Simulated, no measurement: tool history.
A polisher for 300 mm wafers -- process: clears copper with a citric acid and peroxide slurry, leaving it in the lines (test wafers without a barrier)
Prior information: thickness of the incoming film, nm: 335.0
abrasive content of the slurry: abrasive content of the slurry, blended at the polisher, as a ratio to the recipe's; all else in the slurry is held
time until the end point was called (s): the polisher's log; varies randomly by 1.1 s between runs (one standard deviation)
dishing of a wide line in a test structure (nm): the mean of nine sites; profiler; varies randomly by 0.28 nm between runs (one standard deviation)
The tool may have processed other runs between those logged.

run  hour  flow of slurry (ml/min)  pressure of the wafer on the pad (psi)  speed of the pad under the wafer (m/s)  abrasive content of the slurry  overpolish time after the end point (s)  time until the end point was called (s)  dishing of a wide line in a test structure (nm)
  1     0                      140                                     2.5                                    1.34                               1                                       13                                    112.5                                           24.078
  2   8.2                      140                                     2.5                                    1.36                               1                                       12                                   113.26                                           22.247
  3  14.2                      140                                     2.5                                     1.4                               1                                       11                                   110.78                                           21.407
  4  18.4                      140                                     2.2                                     1.4                               1                                       11                                   121.73                                           20.379
  5  19.1                      140                                     1.8                                     1.4                               1                                       11                                    139.3                                           16.428
  6  23.5                      165                                     1.8                                     1.4                               1                                       11                                   136.91                                            17.43
  7  29.4                      155                                     1.8                                    1.48                            1.05                                       10                                   130.39                                           16.599

The next listed run, before its measurement:
  8  31.2                      145                                     1.8                                    1.56                             1.1                                        9                                        ?                                                ?

Run 8 produced time until the end point was called (s) 125.46, dishing of a wide line in a test structure (nm) 15.877.
